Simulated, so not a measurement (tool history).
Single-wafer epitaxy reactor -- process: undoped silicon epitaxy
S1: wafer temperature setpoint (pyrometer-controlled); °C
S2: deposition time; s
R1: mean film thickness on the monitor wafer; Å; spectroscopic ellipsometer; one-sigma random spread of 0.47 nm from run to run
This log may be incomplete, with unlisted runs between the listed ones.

run	hour	S1	S2	R1
1	0	650	479	765.25
2	0.9	659	479	959.43
3	5	659	519	1038.2
4	11.4	663	526	1155.2
5	14.5	670	526	1366.9
6	21.2	671	532	1417.5

Run 7 has not been measured yet. What should we expect?
7	27.6	671	532	?

R1: 1411.9 Å
